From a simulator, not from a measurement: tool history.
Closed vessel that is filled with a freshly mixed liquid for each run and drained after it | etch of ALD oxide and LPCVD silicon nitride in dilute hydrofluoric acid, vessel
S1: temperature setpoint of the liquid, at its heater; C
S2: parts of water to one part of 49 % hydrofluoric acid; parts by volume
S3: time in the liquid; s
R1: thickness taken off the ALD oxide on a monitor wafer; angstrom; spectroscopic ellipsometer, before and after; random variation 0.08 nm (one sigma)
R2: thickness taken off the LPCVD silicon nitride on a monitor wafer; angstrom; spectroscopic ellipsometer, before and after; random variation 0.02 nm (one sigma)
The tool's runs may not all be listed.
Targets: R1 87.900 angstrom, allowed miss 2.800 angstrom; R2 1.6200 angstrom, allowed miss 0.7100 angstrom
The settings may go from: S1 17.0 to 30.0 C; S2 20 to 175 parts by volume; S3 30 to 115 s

Run 1, hour 0.0: S1 22.0 C, S2 95 parts by volume, S3 60 s. Result: R1 149.600 angstrom, R2 2.6975 angstrom.
Run 2, hour 1.0: S1 21.0 C, S2 105 parts by volume, S3 60 s. Result: R1 126.440 angstrom, R2 2.4987 angstrom.
Run 3, hour 7.4: S1 21.0 C, S2 105 parts by volume, S3 70 s. Result: R1 149.240 angstrom, R2 2.6441 angstrom.
Run 4, hour 10.0: S1 21.0 C, S2 135 parts by volume, S3 70 s. Result: R1 112.700 angstrom, R2 1.9080 angstrom.
Run 5, hour 18.2: S1 20.0 C, S2 135 parts by volume, S3 70 s. Result: R1 106.910 angstrom, R2 2.1520 angstrom.
Run 6, hour 18.7: S1 19.5 C, S2 140 parts by volume, S3 70 s. Result: R1 100.250 angstrom, R2 1.6508 angstrom.
Run 7, hour 22.7: S1 19.0 C, S2 140 parts by volume, S3 70 s. Result: R1 98.390 angstrom, R2 1.7370 angstrom.
Run 8, hour 26.8: S1 18.5 C, S2 140 parts by volume, S3 70 s. Result: R1 96.922 angstrom, R2 1.6879 angstrom.
Run 9, hour 32.3: S1 18.0 C, S2 140 parts by volume, S3 70 s. Result: R1 95.682 angstrom, R2 1.6025 angstrom.

Which of these 5 next moves meets every target?
Run A, hour 37.8: S1 17.0 C, S2 120 parts by volume, S3 70 s. Result: R1 ?, R2 ?.
Run B, hour 37.8: S1 29.0 C, S2 120 parts by volume, S3 40 s. Result: R1 ?, R2 ?.
Run C, hour 37.8: S1 20.0 C, S2 95 parts by volume, S3 45 s. Result: R1 ?, R2 ?.
Run D, hour 37.8: S1 21.0 C, S2 125 parts by volume, S3 50 s. Result: R1 ?, R2 ?.
Run E, hour 37.8: S1 18.5 C, S2 125 parts by volume, S3 65 s. Result: R1 ?, R2 ?.

move       R1      R2
   A  108.460  2.2894
   B   99.479  2.8850
   C  102.430  2.2697
   D   87.121  2.0634
   E  102.350  2.2655
A: further off than the last run
B: further off than the last run
C: further off than the last run
D: meets every target
E: further off than the last run
The right move is D.
